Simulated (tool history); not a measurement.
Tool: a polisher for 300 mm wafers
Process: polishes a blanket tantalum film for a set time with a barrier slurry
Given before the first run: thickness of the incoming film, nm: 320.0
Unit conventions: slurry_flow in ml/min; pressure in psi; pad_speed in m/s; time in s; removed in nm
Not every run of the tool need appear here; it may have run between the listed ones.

Run 1, hour 0.0: slurry_flow 265 ml/min, pressure 1.8 psi, pad_speed 1.12 m/s, slurry_solids 1.00, time 35 s. Result: removed 53.356 nm.
Run 2, hour 7.8: slurry_flow 265 ml/min, pressure 1.4 psi, pad_speed 1.12 m/s, slurry_solids 1.00, time 35 s. Result: removed 44.206 nm.
Run 3, hour 12.0: slurry_flow 265 ml/min, pressure 1.7 psi, pad_speed 1.14 m/s, slurry_solids 1.00, time 35 s. Result: removed 52.376 nm.
Run 4, hour 18.4: slurry_flow 265 ml/min, pressure 1.9 psi, pad_speed 1.14 m/s, slurry_solids 1.00, time 35 s. Result: removed 56.263 nm.
Run 5, hour 20.2: slurry_flow 265 ml/min, pressure 1.9 psi, pad_speed 1.14 m/s, slurry_solids 0.85, time 35 s. Result: removed 52.541 nm.
Run 6, hour 23.0: slurry_flow 265 ml/min, pressure 1.9 psi, pad_speed 1.14 m/s, slurry_solids 0.65, time 35 s. Result: removed 49.117 nm.
Run 7, hour 26.6: slurry_flow 265 ml/min, pressure 2.1 psi, pad_speed 1.14 m/s, slurry_solids 0.65, time 35 s. Result: removed 52.068 nm.
Run 8, hour 28.4: slurry_flow 265 ml/min, pressure 2.3 psi, pad_speed 1.14 m/s, slurry_solids 0.65, time 35 s. Result: removed 56.368 nm.

For run 9, what comes out?
Run 9, hour 36.3: slurry_flow 265 ml/min, pressure 2.4 psi, pad_speed 1.14 m/s, slurry_solids 0.65, time 35 s. Result: removed ?.

Run 9 produced removed 59.591 nm.
